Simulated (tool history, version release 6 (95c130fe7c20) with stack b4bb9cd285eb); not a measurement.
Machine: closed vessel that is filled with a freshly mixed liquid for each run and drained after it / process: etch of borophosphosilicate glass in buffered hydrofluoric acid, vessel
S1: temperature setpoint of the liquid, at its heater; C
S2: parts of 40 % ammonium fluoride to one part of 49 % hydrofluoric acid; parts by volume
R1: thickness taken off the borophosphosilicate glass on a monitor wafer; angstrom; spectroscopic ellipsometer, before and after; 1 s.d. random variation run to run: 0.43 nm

run 1 hour=0.0 | S1=21.0 S2=9.5 time_in_the_liquid_(s)=100 | R1=1432.2
run 2 hour=5.6 | S1=21.0 S2=7.5 time_in_the_liquid_(s)=100 | R1=1805.3
run 3 hour=9.3 | S1=20.0 S2=8.0 time_in_the_liquid_(s)=100 | R1=1591.8
run 4 hour=16.8 | S1=20.0 S2=8.0 time_in_the_liquid_(s)=105 | R1=1678.2
run 5 hour=20.9 | S1=20.0 S2=9.0 time_in_the_liquid_(s)=105 | R1=1471.5
run 6 hour=23.6 | S1=20.0 S2=7.5 time_in_the_liquid_(s)=105 | R1=1792.4
run 7 hour=24.7 | S1=19.0 S2=8.0 time_in_the_liquid_(s)=105 | R1=1585.8
run 8 hour=25.7 | S1=18.5 S2=8.5 time_in_the_liquid_(s)=105 | R1=1439.9
run 9 hour=27.5 | S1=18.0 S2=9.0 time_in_the_liquid_(s)=105 | R1=1303.2

Predict the results of run 10:
run 10 hour=34.6 | S1=17.5 S2=9.0 time_in_the_liquid_(s)=105 | R1=?

R1: 1284.7 angstrom
